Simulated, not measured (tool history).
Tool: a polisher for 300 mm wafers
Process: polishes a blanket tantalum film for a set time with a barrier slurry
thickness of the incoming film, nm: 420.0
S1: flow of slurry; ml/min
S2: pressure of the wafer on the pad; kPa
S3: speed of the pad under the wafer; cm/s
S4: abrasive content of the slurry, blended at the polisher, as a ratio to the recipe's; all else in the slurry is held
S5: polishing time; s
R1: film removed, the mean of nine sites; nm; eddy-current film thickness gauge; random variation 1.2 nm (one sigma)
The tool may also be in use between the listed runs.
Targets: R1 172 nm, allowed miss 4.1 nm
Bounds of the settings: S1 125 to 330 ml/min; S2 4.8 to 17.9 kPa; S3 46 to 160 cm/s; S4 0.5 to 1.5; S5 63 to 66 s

run 1 hour=0 | S1=210 S2=11 S3=102 S4=1 S5=63 | R1=75.964
run 2 hour=2.2 | S1=220 S2=13.1 S3=106 S4=1 S5=63 | R1=92.685
run 3 hour=5.4 | S1=225 S2=14.5 S3=112 S4=1 S5=63 | R1=108.8
run 4 hour=8.7 | S1=225 S2=16.5 S3=112 S4=1 S5=63 | R1=122.71
run 5 hour=14.4 | S1=225 S2=16.5 S3=112 S4=0.8 S5=63 | R1=114.38
run 6 hour=19.6 | S1=235 S2=17.2 S3=120 S4=0.8 S5=63 | R1=128.17
run 7 hour=25.2 | S1=235 S2=17.2 S3=128 S4=0.8 S5=63 | R1=135.45
run 8 hour=29.1 | S1=235 S2=17.2 S3=134 S4=0.8 S5=63 | R1=143.92
run 9 hour=34.1 | S1=270 S2=17.9 S3=146 S4=0.8 S5=63 | R1=161.64
run 10 hour=42.2 | S1=265 S2=17.9 S3=148 S4=0.8 S5=63 | R1=165.48

5 next moves are on the table. One of them brings every result within its allowed miss. Which?
run A hour=50.3 | S1=265 S2=17.9 S3=156 S4=0.65 S5=63 | R1=?
run B hour=50.3 | S1=265 S2=17.9 S3=156 S4=0.75 S5=64 | R1=?
run C hour=50.3 | S1=250 S2=17.2 S3=148 S4=0.75 S5=63 | R1=?
run D hour=50.3 | S1=245 S2=17.9 S3=144 S4=0.8 S5=64 | R1=?
run E hour=50.3 | S1=295 S2=15.9 S3=156 S4=0.85 S5=63 | R1=?

move=A R1=161.68
move=B R1=173.79
move=C R1=155.5
move=D R1=163.31
move=E R1=160.15
A: further off than the last run
B: meets every target
C: further off than the last run
D: further off than the last run
E: further off than the last run
The right move is B.
